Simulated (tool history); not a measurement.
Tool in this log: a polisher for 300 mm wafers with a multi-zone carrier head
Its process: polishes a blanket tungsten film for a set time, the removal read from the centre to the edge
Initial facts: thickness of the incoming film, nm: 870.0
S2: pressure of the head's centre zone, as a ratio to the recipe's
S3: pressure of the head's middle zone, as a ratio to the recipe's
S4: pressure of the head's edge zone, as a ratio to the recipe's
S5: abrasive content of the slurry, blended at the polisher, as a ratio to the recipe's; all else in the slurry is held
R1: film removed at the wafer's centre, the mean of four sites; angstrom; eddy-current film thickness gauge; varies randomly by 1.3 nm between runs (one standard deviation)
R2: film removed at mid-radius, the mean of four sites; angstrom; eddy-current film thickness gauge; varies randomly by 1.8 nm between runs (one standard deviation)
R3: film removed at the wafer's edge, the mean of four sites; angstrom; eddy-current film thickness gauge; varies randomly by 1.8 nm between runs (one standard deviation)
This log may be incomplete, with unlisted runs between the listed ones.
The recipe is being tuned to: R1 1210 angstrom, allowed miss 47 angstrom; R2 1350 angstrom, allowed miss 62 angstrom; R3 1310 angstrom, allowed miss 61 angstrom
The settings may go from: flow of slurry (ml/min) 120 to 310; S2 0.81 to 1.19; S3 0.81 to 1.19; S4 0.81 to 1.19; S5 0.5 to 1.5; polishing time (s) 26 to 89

{"run": 1, "day": 0.0, "flow of slurry (ml/min)": 200, "S2": 1, "S3": 1, "S4": 1, "S5": 1, "polishing time (s)": 57, "R1": 2367.3, "R2": 2439.3, "R3": 2445.8}
{"run": 2, "day": 0.071, "flow of slurry (ml/min)": 200, "S2": 1, "S3": 1, "S4": 1, "S5": 0.85, "polishing time (s)": 57, "R1": 2249.2, "R2": 2267.4, "R3": 2345.7}
{"run": 3, "day": 0.121, "flow of slurry (ml/min)": 200, "S2": 0.99, "S3": 1.01, "S4": 0.98, "S5": 0.8, "polishing time (s)": 53, "R1": 2045.2, "R2": 2149.3, "R3": 2116.3}
{"run": 4, "day": 0.429, "flow of slurry (ml/min)": 200, "S2": 0.99, "S3": 0.94, "S4": 0.98, "S5": 0.8, "polishing time (s)": 53, "R1": 2054, "R2": 2084.1, "R3": 2090}
{"run": 5, "day": 0.475, "flow of slurry (ml/min)": 195, "S2": 0.98, "S3": 0.93, "S4": 0.98, "S5": 0.75, "polishing time (s)": 50, "R1": 1861.9, "R2": 1879.8, "R3": 1935.6}
{"run": 6, "day": 0.812, "flow of slurry (ml/min)": 195, "S2": 0.98, "S3": 0.93, "S4": 1.03, "S5": 0.75, "polishing time (s)": 50, "R1": 1901.2, "R2": 1908.3, "R3": 1990.2}
{"run": 7, "day": 1.075, "flow of slurry (ml/min)": 185, "S2": 0.91, "S3": 0.96, "S4": 0.93, "S5": 0.5, "polishing time (s)": 34, "R1": 1030, "R2": 1148, "R3": 1100.9}
{"run": 8, "day": 1.346, "flow of slurry (ml/min)": 195, "S2": 0.92, "S3": 0.97, "S4": 0.95, "S5": 0.5, "polishing time (s)": 34, "R1": 1079.2, "R2": 1152.8, "R3": 1142.8}
{"run": 9, "day": 1.55, "flow of slurry (ml/min)": 195, "S2": 0.92, "S3": 0.99, "S4": 0.96, "S5": 0.55, "polishing time (s)": 34, "R1": 1102.9, "R2": 1256.7, "R3": 1174.7}
{"run": 10, "day": 1.642, "flow of slurry (ml/min)": 200, "S2": 0.92, "S3": 0.99, "S4": 0.97, "S5": 0.55, "polishing time (s)": 34, "R1": 1101.1, "R2": 1200.2, "R3": 1194.1}
{"run": 11, "day": 1.908, "flow of slurry (ml/min)": 200, "S2": 0.93, "S3": 1, "S4": 0.97, "S5": 0.55, "polishing time (s)": 34, "R1": 1078.7, "R2": 1231, "R3": 1179.7}
{"run": 12, "day": 2.0, "flow of slurry (ml/min)": 205, "S2": 0.94, "S3": 1, "S4": 0.98, "S5": 0.55, "polishing time (s)": 34, "R1": 1122.9, "R2": 1235.9, "R3": 1220.5}
{"run": 13, "day": 2.033, "flow of slurry (ml/min)": 210, "S2": 0.95, "S3": 1.01, "S4": 0.98, "S5": 0.55, "polishing time (s)": 34, "R1": 1157.8, "R2": 1278.4, "R3": 1218.5}
{"run": 14, "day": 2.142, "flow of slurry (ml/min)": 215, "S2": 0.95, "S3": 1.01, "S4": 0.99, "S5": 0.55, "polishing time (s)": 34, "R1": 1149.4, "R2": 1268.8, "R3": 1194.4}
{"run": 15, "day": 2.242, "flow of slurry (ml/min)": 215, "S2": 0.95, "S3": 1.01, "S4": 1, "S5": 0.55, "polishing time (s)": 34, "R1": 1164.6, "R2": 1236.6, "R3": 1214.8}
{"run": 16, "day": 2.5, "flow of slurry (ml/min)": 210, "S2": 0.95, "S3": 1.02, "S4": 1, "S5": 0.55, "polishing time (s)": 34, "R1": 1137.5, "R2": 1244.9, "R3": 1221.5}
{"run": 17, "day": 2.742, "flow of slurry (ml/min)": 215, "S2": 0.95, "S3": 1.03, "S4": 1, "S5": 0.55, "polishing time (s)": 34, "R1": 1124.2, "R2": 1272.3, "R3": 1213.3}
{"run": 18, "day": 2.829, "flow of slurry (ml/min)": 215, "S2": 0.95, "S3": 1.03, "S4": 1.01, "S5": 0.55, "polishing time (s)": 34, "R1": 1159.3, "R2": 1253, "R3": 1235.3}
{"run": 19, "day": 2.942, "flow of slurry (ml/min)": 215, "S2": 0.95, "S3": 1.04, "S4": 1.01, "S5": 0.55, "polishing time (s)": 34, "R1": 1139.7, "R2": 1256.8, "R3": 1213}

Of the 5 settings listed for the next run, only one would bring every result within its allowed miss of target. Which one?
{"run": "A", "day": 3.054, "flow of slurry (ml/min)": 245, "S2": 0.98, "S3": 1.18, "S4": 0.85, "S5": 0.55, "polishing time (s)": 31, "R1": "?", "R2": "?", "R3": "?"}
{"run": "B", "day": 3.054, "flow of slurry (ml/min)": 165, "S2": 0.9, "S3": 0.95, "S4": 1.18, "S5": 0.55, "polishing time (s)": 35, "R1": "?", "R2": "?", "R3": "?"}
{"run": "C", "day": 3.054, "flow of slurry (ml/min)": 250, "S2": 0.93, "S3": 1.03, "S4": 1.01, "S5": 0.5, "polishing time (s)": 37, "R1": "?", "R2": "?", "R3": "?"}
{"run": "D", "day": 3.054, "flow of slurry (ml/min)": 175, "S2": 0.86, "S3": 1.05, "S4": 0.98, "S5": 0.55, "polishing time (s)": 38, "R1": "?", "R2": "?", "R3": "?"}
{"run": "E", "day": 3.054, "flow of slurry (ml/min)": 200, "S2": 0.97, "S3": 1.09, "S4": 0.98, "S5": 0.55, "polishing time (s)": 30, "R1": "?", "R2": "?", "R3": "?"}

move=A R1=1105.8 R2=1271.4 R3=1047
move=B R1=1066.5 R2=1186 R3=1324.8
move=C R1=1220.4 R2=1364.1 R3=1321.5
move=D R1=1120.8 R2=1380.2 R3=1320.4
move=E R1=1025.3 R2=1139.2 R3=1059.9
A: its largest miss is bigger than the last run's
B: gets the furthest-off result to its target, but another result is out of tolerance
C: every result within its allowed miss
D: gets the furthest-off result to its target, but another result is out of tolerance
E: its largest miss is bigger than the last run's
C meets every target.

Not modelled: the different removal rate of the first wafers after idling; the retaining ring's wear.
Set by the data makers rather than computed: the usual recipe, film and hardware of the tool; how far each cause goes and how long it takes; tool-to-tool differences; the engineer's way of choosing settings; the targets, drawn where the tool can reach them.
